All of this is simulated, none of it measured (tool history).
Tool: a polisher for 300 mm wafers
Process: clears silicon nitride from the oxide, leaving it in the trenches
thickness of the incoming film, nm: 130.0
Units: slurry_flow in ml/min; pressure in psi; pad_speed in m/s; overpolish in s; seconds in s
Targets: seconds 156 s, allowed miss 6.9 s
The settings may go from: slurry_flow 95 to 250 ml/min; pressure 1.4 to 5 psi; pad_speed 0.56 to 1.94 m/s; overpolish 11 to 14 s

| run | hour | slurry_flow | pressure | pad_speed | overpolish | seconds |
|---|---|---|---|---|---|---|
| 1 | 0 | 160 | 3.2 | 1.24 | 14 | 90.387 |
| 2 | 2.3 | 160 | 3.2 | 1.04 | 14 | 105.88 |
| 3 | 3.8 | 130 | 3.2 | 1.04 | 14 | 109.09 |
| 4 | 7.9 | 130 | 3.2 | 1.04 | 11 | 107.58 |
| 5 | 8.5 | 130 | 3.1 | 1.04 | 11 | 113 |
| 6 | 10.2 | 130 | 3 | 1.04 | 11 | 115.18 |
| 7 | 11.9 | 130 | 2.9 | 1.04 | 11 | 122.35 |
| 8 | 16.7 | 130 | 2.8 | 1.04 | 11 | 124.98 |
| 9 | 22.3 | 130 | 2.7 | 1.04 | 11 | 131.59 |
| 10 | 25.5 | 125 | 2.1 | 1.02 | 11 | 173.28 |
| 11 | 30.8 | 125 | 2.2 | 1.02 | 11 | 166.33 |

Which of these 5 next moves meets every target?
| A | 36.1 | 140 | 2.2 | 1.18 | 11 | ? |
| B | 36.1 | 110 | 2.5 | 0.84 | 14 | ? |
| C | 36.1 | 120 | 2.2 | 0.96 | 11 | ? |
| D | 36.1 | 95 | 2.1 | 1.32 | 11 | ? |
| E | 36.1 | 135 | 1.7 | 1.34 | 11 | ? |

| move | seconds |
|---|---|
| A | 137.81 |
| B | 179.05 |
| C | 174.12 |
| D | 142.94 |
| E | 156.86 |
A: takes the result that was furthest off past its target
B: further off than the last run
C: further off than the last run
D: takes the result that was furthest off past its target
E: meets every target
Answer: E
